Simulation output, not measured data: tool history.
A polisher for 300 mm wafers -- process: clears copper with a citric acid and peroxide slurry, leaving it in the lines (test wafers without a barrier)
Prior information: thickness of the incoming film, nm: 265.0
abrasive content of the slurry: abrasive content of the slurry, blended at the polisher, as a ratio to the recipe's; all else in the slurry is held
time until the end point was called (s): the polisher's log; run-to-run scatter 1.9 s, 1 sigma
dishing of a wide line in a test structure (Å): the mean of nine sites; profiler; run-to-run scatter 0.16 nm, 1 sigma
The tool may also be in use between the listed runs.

| run | hour | flow of slurry (ml/min) | pressure of the wafer on the pad (psi) | speed of the pad under the wafer (m/s) | abrasive content of the slurry | overpolish time after the end point (s) | time until the end point was called (s) | dishing of a wide line in a test structure (Å) |
|---|---|---|---|---|---|---|---|---|
| 1 | 0.0 | 260 | 2.2 | 1.36 | 1.00 | 18 | 115.24 | 314.95 |
| 2 | 3.6 | 260 | 2.0 | 1.40 | 1.00 | 16 | 119.73 | 276.85 |
| 3 | 12.5 | 195 | 2.0 | 1.40 | 1.00 | 16 | 121.68 | 256.40 |
| 4 | 15.7 | 190 | 1.8 | 1.44 | 1.00 | 14 | 134.01 | 215.55 |
| 5 | 19.9 | 185 | 1.7 | 1.48 | 1.00 | 13 | 144.36 | 195.36 |
| 6 | 28.4 | 185 | 1.1 | 1.48 | 1.00 | 13 | 208.40 | 138.62 |
| 7 | 30.3 | 180 | 1.1 | 1.54 | 1.05 | 12 | 202.40 | 129.02 |
| 8 | 30.9 | 175 | 1.1 | 1.62 | 1.10 | 11 | 197.16 | 123.19 |
| 9 | 34.1 | 170 | 1.1 | 1.70 | 1.15 | 10 | 195.74 | 116.57 |
| 10 | 35.9 | 170 | 1.1 | 1.76 | 1.20 | 9 | 178.64 | 112.45 |
| 11 | 39.5 | 170 | 1.1 | 1.82 | 1.25 | 8 | 178.86 | 101.05 |
| 12 | 48.2 | 185 | 1.1 | 1.86 | 1.30 | 8 | 172.37 | 102.83 |
| 13 | 54.0 | 210 | 1.1 | 1.90 | 1.35 | 8 | 164.19 | 109.33 |
| 14 | 61.3 | 200 | 1.1 | 1.94 | 1.35 | 8 | 160.47 | 106.61 |

Estimate the outcome of run 15 from the log above:
| 15 | 64.3 | 195 | 1.1 | 1.96 | 1.35 | 8 | ? | ? |

{"run 15": {"time until the end point was called (s)": 162.98, "dishing of a wide line in a test structure (Å)": 113.73}}
